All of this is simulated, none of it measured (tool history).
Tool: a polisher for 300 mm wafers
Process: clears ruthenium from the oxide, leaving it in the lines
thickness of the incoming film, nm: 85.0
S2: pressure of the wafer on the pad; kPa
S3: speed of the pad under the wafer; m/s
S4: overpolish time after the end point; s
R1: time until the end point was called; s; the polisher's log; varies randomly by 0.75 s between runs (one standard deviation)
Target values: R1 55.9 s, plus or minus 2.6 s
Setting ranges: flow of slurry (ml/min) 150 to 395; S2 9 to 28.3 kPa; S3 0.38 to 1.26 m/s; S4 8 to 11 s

run 1 hour=0 | flow_of_slurry_(ml/min)=250 S2=18.6 S3=0.82 S4=11 | R1=67.701
run 2 hour=2.7 | flow_of_slurry_(ml/min)=250 S2=19.3 S3=0.82 S4=11 | R1=65.352
run 3 hour=7.6 | flow_of_slurry_(ml/min)=250 S2=20 S3=0.82 S4=11 | R1=65.015
run 4 hour=15.8 | flow_of_slurry_(ml/min)=250 S2=20.7 S3=0.82 S4=11 | R1=62.392
run 5 hour=17.8 | flow_of_slurry_(ml/min)=250 S2=21.4 S3=0.82 S4=11 | R1=59.872
run 6 hour=19.9 | flow_of_slurry_(ml/min)=250 S2=18.6 S3=0.82 S4=11 | R1=67.692
run 7 hour=27.9 | flow_of_slurry_(ml/min)=250 S2=19.3 S3=0.82 S4=11 | R1=65.103
run 8 hour=31.8 | flow_of_slurry_(ml/min)=250 S2=20 S3=0.82 S4=11 | R1=62.201
run 9 hour=39 | flow_of_slurry_(ml/min)=250 S2=20.7 S3=0.82 S4=11 | R1=60.272
run 10 hour=42.2 | flow_of_slurry_(ml/min)=250 S2=21.4 S3=0.82 S4=11 | R1=59.499

Of the 4 settings listed for the next run, only one would bring every result within its allowed miss of target. Which one?
run A hour=45.4 | flow_of_slurry_(ml/min)=290 S2=22.1 S3=0.84 S4=11 | R1=?
run B hour=45.4 | flow_of_slurry_(ml/min)=225 S2=23.4 S3=0.94 S4=10 | R1=?
run C hour=45.4 | flow_of_slurry_(ml/min)=200 S2=22.1 S3=0.98 S4=8 | R1=?
run D hour=45.4 | flow_of_slurry_(ml/min)=220 S2=19.3 S3=1.16 S4=11 | R1=?

move=A R1=55.692
move=B R1=49.219
move=C R1=51.264
move=D R1=49.849
A: all results in spec
B: pushes the last run's worst result past its target
C: pushes the last run's worst result past its target
D: pushes the last run's worst result past its target
Go with A: it meets all targets.
